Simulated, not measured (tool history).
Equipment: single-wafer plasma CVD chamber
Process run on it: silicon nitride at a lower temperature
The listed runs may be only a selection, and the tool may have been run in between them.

run,day,heater temperature setpoint (deg C),chamber pressure (Torr),RF power (W),deposition time (s),mean film thickness on the monitor wafer (angstrom)
1,0,355,1.2,360,9.8,110.44
2,0.208,355,1.17,355,9.8,108.75
3,0.267,347,1.17,355,9.8,108.68
4,0.617,347,1.14,350,9.8,106.52
5,0.796,347,1.12,350,9.8,106.09
6,0.971,347,1.32,350,9.8,111.13
# day 1.212: thermocouple changed; heater temperature recalibrated
7,1.212,347,1.29,345,9.8,109.51
8,1.4,347,1.26,340,9.8,107.15
9,1.504,347,1.24,335,9.8,105.38
10,1.554,347,1.22,335,9.8,104.97

What does the tool deliver on the next run?
11,1.879,347,1.2,335,9.8,?

{"run 11": {"mean film thickness on the monitor wafer (angstrom)": 104.79}}

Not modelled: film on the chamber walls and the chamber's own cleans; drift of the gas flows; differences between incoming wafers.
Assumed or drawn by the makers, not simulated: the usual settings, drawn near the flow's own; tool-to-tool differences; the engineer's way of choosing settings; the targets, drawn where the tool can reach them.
